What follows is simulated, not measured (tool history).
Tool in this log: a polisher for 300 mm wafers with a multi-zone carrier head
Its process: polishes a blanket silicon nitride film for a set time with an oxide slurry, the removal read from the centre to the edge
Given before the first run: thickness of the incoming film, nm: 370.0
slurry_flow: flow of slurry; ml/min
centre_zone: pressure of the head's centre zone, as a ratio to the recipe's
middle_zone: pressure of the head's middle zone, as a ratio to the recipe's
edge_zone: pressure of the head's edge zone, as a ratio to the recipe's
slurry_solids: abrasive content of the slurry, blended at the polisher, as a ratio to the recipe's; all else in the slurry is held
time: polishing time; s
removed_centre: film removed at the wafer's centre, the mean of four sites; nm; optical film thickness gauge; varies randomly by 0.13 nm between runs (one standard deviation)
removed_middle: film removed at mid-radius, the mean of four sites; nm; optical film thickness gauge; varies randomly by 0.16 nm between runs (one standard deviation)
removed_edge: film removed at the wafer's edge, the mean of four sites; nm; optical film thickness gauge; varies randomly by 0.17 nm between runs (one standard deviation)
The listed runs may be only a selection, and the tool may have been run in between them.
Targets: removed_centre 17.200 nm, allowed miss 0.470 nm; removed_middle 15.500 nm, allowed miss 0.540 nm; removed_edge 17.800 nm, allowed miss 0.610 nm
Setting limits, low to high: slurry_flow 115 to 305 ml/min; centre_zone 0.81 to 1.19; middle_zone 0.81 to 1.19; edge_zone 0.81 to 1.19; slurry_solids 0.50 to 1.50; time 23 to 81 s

{"run": 1, "day": 0.0, "slurry_flow": 195, "centre_zone": 1.0, "middle_zone": 1.0, "edge_zone": 1.0, "slurry_solids": 1.0, "time": 52, "removed_centre": 29.702, "removed_middle": 30.023, "removed_edge": 29.282}
{"run": 2, "day": 0.158, "slurry_flow": 195, "centre_zone": 1.0, "middle_zone": 1.0, "edge_zone": 0.97, "slurry_solids": 1.0, "time": 52, "removed_centre": 29.922, "removed_middle": 30.066, "removed_edge": 28.421}
{"run": 3, "day": 0.479, "slurry_flow": 195, "centre_zone": 0.93, "middle_zone": 1.0, "edge_zone": 0.97, "slurry_solids": 1.0, "time": 52, "removed_centre": 27.961, "removed_middle": 29.46, "removed_edge": 28.596}
{"run": 4, "day": 0.671, "slurry_flow": 145, "centre_zone": 0.93, "middle_zone": 1.0, "edge_zone": 0.97, "slurry_solids": 1.0, "time": 52, "removed_centre": 26.671, "removed_middle": 28.76, "removed_edge": 28.324}
{"run": 5, "day": 0.958, "slurry_flow": 145, "centre_zone": 0.93, "middle_zone": 1.0, "edge_zone": 0.92, "slurry_solids": 1.0, "time": 52, "removed_centre": 26.991, "removed_middle": 28.747, "removed_edge": 27.529}
{"run": 6, "day": 1.054, "slurry_flow": 115, "centre_zone": 0.93, "middle_zone": 1.0, "edge_zone": 0.92, "slurry_solids": 1.0, "time": 52, "removed_centre": 25.649, "removed_middle": 27.852, "removed_edge": 26.751}
{"run": 7, "day": 1.258, "slurry_flow": 120, "centre_zone": 0.93, "middle_zone": 0.94, "edge_zone": 0.93, "slurry_solids": 0.85, "time": 48, "removed_centre": 22.604, "removed_middle": 23.425, "removed_edge": 23.195}
{"day": 1.358, "done": "slurry nozzle cleaned"}
{"run": 8, "day": 1.358, "slurry_flow": 120, "centre_zone": 0.95, "middle_zone": 0.9, "edge_zone": 0.99, "slurry_solids": 0.75, "time": 45, "removed_centre": 21.479, "removed_middle": 20.915, "removed_edge": 22.23}

Exactly one of the 4 candidate moves below puts every result within its allowed miss. Which one?
{"run": "A", "day": 1.458, "slurry_flow": 155, "centre_zone": 1.06, "middle_zone": 0.81, "edge_zone": 1.13, "slurry_solids": 0.95, "time": 30, "removed_centre": "?", "removed_middle": "?", "removed_edge": "?"}
{"run": "B", "day": 1.458, "slurry_flow": 120, "centre_zone": 0.96, "middle_zone": 0.82, "edge_zone": 0.99, "slurry_solids": 0.6, "time": 39, "removed_centre": "?", "removed_middle": "?", "removed_edge": "?"}
{"run": "C", "day": 1.458, "slurry_flow": 130, "centre_zone": 0.97, "middle_zone": 0.83, "edge_zone": 0.89, "slurry_solids": 0.75, "time": 35, "removed_centre": "?", "removed_middle": "?", "removed_edge": "?"}
{"run": "D", "day": 1.458, "slurry_flow": 115, "centre_zone": 1.08, "middle_zone": 0.81, "edge_zone": 1.0, "slurry_solids": 0.8, "time": 33, "removed_centre": "?", "removed_middle": "?", "removed_edge": "?"}

move=A removed_centre=17.993 removed_middle=14.394 removed_edge=17.642
move=B removed_centre=17.459 removed_middle=15.650 removed_edge=17.938
move=C removed_centre=17.290 removed_middle=15.457 removed_edge=16.652
move=D removed_centre=18.251 removed_middle=14.399 removed_edge=16.775
A: the result that was furthest off in the last run now lies on the other side of its target
B: every result within its allowed miss
C: the furthest-off result lands on target, but another misses its tolerance
D: the result that was furthest off in the last run now lies on the other side of its target
Correct choice: B, which meets every target

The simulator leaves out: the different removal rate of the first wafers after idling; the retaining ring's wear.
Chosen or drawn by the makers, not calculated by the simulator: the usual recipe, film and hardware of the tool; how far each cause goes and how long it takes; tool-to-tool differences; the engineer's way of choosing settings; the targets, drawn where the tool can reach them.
